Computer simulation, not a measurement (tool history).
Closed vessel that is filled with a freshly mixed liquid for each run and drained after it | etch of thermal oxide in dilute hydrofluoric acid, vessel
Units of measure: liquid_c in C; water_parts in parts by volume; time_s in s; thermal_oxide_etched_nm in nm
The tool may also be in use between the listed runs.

run,hour,liquid_c,water_parts,time_s,thermal_oxide_etched_nm
1,0.0,24,175,160,4.5576
2,0.9,24,120,160,7.1018
3,6.5,23,120,160,6.8684
4,8.2,23,155,160,5.1306
5,12.4,23,155,105,3.3706
6,21.4,24,155,105,3.4579
7,30.0,24,145,105,3.7721
8,36.7,24,135,105,4.0497
9,37.5,24,125,105,4.4564

Expected results for the next run?
10,43.6,24,120,105,?

thermal_oxide_etched_nm: 4.5664 nm
